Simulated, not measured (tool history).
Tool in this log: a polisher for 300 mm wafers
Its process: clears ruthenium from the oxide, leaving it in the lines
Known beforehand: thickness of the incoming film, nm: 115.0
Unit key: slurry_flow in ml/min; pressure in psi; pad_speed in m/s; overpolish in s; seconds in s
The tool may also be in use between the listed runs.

{"run": 1, "hour": 0.0, "slurry_flow": 205, "pressure": 1.7, "pad_speed": 0.76, "overpolish": 13, "seconds": 150.16}
{"run": 2, "hour": 8.2, "slurry_flow": 205, "pressure": 1.4, "pad_speed": 0.76, "overpolish": 13, "seconds": 184.39}
{"run": 3, "hour": 10.6, "slurry_flow": 240, "pressure": 1.4, "pad_speed": 0.76, "overpolish": 13, "seconds": 179.35}
{"run": 4, "hour": 13.9, "slurry_flow": 240, "pressure": 1.4, "pad_speed": 0.76, "overpolish": 10, "seconds": 178.03}
{"run": 5, "hour": 21.6, "slurry_flow": 235, "pressure": 1.2, "pad_speed": 0.76, "overpolish": 10, "seconds": 206.67}
{"run": 6, "hour": 28.6, "slurry_flow": 235, "pressure": 1.2, "pad_speed": 0.68, "overpolish": 10, "seconds": 228.63}

What will run 7 give?
{"run": 7, "hour": 32.3, "slurry_flow": 235, "pressure": 1.2, "pad_speed": 0.68, "overpolish": 10, "seconds": "?"}

seconds: 227.45 s

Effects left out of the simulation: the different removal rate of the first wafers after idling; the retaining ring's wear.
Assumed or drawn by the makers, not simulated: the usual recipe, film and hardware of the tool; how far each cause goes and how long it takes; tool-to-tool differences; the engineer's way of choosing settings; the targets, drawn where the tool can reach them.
